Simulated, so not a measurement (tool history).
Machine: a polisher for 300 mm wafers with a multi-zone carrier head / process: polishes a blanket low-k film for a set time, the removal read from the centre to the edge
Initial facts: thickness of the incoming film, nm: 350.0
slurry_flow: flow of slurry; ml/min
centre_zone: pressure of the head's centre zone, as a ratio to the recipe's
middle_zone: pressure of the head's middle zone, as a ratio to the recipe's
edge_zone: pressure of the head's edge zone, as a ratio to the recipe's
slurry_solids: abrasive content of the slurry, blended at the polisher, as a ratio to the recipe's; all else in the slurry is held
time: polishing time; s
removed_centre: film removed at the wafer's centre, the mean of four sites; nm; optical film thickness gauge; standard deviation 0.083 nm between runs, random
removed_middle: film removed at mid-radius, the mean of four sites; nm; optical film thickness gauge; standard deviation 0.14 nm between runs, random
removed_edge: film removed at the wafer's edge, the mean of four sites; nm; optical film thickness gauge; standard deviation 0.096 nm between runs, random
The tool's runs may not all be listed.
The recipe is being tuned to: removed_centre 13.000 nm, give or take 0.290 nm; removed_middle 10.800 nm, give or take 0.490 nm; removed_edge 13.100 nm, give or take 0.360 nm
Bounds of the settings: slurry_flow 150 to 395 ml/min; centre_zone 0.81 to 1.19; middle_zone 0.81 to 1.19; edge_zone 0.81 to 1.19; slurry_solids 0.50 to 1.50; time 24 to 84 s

run,hour,slurry_flow,centre_zone,middle_zone,edge_zone,slurry_solids,time,removed_centre,removed_middle,removed_edge
1,0.0,250,1.00,1.00,1.00,1.00,54,21.020,19.956,20.063
2,3.8,250,1.00,1.00,1.00,0.80,54,19.452,18.467,18.432
3,12.7,245,1.00,0.98,1.00,0.75,53,18.698,17.109,17.530
4,17.3,275,1.00,0.98,1.00,0.75,53,18.776,17.878,17.868
5,22.6,260,0.99,0.96,1.00,0.70,52,17.818,16.469,16.890
6,26.6,260,0.99,0.96,1.00,0.70,63,21.484,20.063,20.560
7,29.7,250,0.98,0.94,1.00,0.70,61,20.517,18.991,19.898
8,36.3,240,0.97,0.93,1.00,0.70,59,19.296,18.010,19.251
# hour 38.4: edge zone pressure recalibrated
9,38.4,230,0.97,0.92,0.99,0.70,57,18.932,17.827,19.029
10,44.6,230,0.97,0.91,1.00,0.70,55,18.177,16.431,18.483
11,51.8,230,0.97,0.90,0.99,0.70,53,17.416,16.125,17.712
12,56.3,230,0.98,0.89,0.99,0.70,51,17.058,14.986,16.989
13,60.4,230,0.98,0.88,0.99,0.70,50,16.638,14.873,17.064
14,64.1,230,0.98,0.87,0.99,0.70,49,16.403,14.540,16.321
15,64.9,225,0.98,0.86,0.99,0.70,48,15.825,13.735,16.161
16,70.7,225,0.98,0.86,0.99,0.70,47,15.639,13.496,15.916
17,73.3,225,0.98,0.86,0.99,0.70,46,15.218,13.270,15.253
18,77.6,225,0.98,0.86,0.99,0.70,46,15.355,13.236,15.502
19,82.5,185,0.97,0.81,0.95,0.50,43,12.352,10.198,12.349
20,90.7,190,0.97,0.81,0.96,0.50,43,12.125,10.116,12.440
21,92.7,200,0.97,0.81,0.96,0.50,43,12.443,10.173,12.686

Pick the move, out of 5, that brings all results within their allowed miss; only one does.
A,94.7,165,1.02,0.81,0.94,0.60,43,?,?,?
B,94.7,180,1.01,0.85,0.90,0.50,44,?,?,?
C,94.7,180,0.97,0.81,0.92,0.60,43,?,?,?
D,94.7,200,0.92,0.81,0.95,0.55,43,?,?,?
E,94.7,235,1.01,0.88,1.09,0.55,38,?,?,?

move,removed_centre,removed_middle,removed_edge
A,13.512,10.775,13.010
B,12.949,10.835,12.293
C,12.971,10.873,12.965
D,12.053,10.646,12.848
E,11.903,10.214,12.254
A: moves the result that the last run missed by most past its target, out the other side
B: gets the furthest-off result to its target, but another result is out of tolerance
C: all results land within tolerance of their targets
D: lands further from the targets than the last run did
E: lands further from the targets than the last run did
C meets every target.
